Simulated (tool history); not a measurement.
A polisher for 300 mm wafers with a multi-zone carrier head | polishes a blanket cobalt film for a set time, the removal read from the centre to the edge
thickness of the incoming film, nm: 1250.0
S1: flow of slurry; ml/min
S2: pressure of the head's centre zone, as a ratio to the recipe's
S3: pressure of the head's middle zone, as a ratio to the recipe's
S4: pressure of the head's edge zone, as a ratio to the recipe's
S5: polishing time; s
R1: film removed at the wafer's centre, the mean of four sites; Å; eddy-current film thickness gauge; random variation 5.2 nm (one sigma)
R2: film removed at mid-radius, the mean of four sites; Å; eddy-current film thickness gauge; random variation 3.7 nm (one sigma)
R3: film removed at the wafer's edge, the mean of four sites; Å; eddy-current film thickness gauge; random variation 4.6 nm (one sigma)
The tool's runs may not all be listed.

| run | hour | S1 | S2 | S3 | S4 | S5 | R1 | R2 | R3 |
|---|---|---|---|---|---|---|---|---|---|
| 1 | 0 | 150 | 1 | 1 | 1 | 70 | 3217.3 | 3344.1 | 3255.7 |
| 2 | 8.8 | 155 | 0.99 | 1.02 | 1.02 | 72 | 3231 | 3528.4 | 3382.4 |
| 3 | 13.8 | 155 | 0.93 | 1.02 | 1.02 | 72 | 3175.7 | 3510 | 3336.8 |
| 4 | 19.5 | 155 | 0.93 | 1.02 | 0.97 | 72 | 3124.4 | 3529.9 | 3271.7 |
| 5 | 22.3 | 120 | 0.93 | 1.02 | 0.97 | 72 | 2938.3 | 3330.6 | 3178.6 |
| 6 | 31.1 | 120 | 0.97 | 1.02 | 0.97 | 72 | 3131.5 | 3363.4 | 3178.3 |
| 7 | 38.2 | 130 | 0.97 | 1.03 | 1 | 74 | 3120.2 | 3500.9 | 3297.9 |
| 8 | 44.9 | 140 | 0.97 | 1.03 | 1.02 | 76 | 3344.4 | 3649.4 | 3470.6 |
| 9 | 50.9 | 180 | 0.87 | 1.13 | 1.12 | 84 | 3545.3 | 4630.9 | 4219.3 |
| 10 | 56.7 | 180 | 0.88 | 1.13 | 1.12 | 84 | 3570 | 4652 | 4207.2 |

Run 11 comes next. What will it give?
| 11 | 64.9 | 180 | 0.89 | 1.12 | 1.12 | 84 | ? | ? | ? |

R1: 3577.7 Å
R2: 4581.3 Å
R3: 4212.9 Å

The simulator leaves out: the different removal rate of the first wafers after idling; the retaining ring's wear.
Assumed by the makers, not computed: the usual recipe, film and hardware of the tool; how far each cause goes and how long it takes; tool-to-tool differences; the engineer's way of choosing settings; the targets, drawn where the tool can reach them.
